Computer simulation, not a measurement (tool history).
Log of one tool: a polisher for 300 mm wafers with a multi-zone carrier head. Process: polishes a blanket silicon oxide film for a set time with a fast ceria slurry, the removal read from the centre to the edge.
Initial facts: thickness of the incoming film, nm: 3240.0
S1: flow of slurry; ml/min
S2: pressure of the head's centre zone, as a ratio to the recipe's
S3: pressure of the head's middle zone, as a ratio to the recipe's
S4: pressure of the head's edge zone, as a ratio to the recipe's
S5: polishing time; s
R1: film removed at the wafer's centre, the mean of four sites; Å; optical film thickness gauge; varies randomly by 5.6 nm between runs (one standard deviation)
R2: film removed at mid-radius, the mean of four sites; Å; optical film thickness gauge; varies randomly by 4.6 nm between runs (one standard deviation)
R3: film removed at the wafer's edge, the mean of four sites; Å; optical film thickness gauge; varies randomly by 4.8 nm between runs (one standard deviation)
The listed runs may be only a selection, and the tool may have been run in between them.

run,day,S1,S2,S3,S4,S5,R1,R2,R3
1,0.000,175,1.00,1.00,1.00,35,5287.1,5393.4,5382.9
2,0.346,170,1.00,0.99,0.98,34,5215.6,5221.3,5100.1
3,0.567,165,0.98,0.97,0.97,33,4843.5,4866.8,4982.4
4,0.933,165,0.95,0.97,0.97,33,4794.7,4887.7,4937.3
5,1.196,160,0.95,0.96,0.95,32,4603.0,4698.8,4621.3
6,1.462,145,0.95,0.96,0.95,32,4530.7,4630.9,4602.8
7,1.646,145,0.95,0.96,0.95,32,4478.7,4488.9,4619.4
8,1.925,140,0.95,0.96,0.93,32,4485.9,4580.3,4532.1
# day 1.954: worn pad replaced by a new one
9,1.954,135,0.95,0.95,0.92,32,4733.8,4686.5,4813.5

The next listed run, before its measurement:
10,2.108,145,0.95,0.95,0.92,31,?,?,?

{"run 10": {"R1": 4703.9, "R2": 4666.2, "R3": 4753.2}}
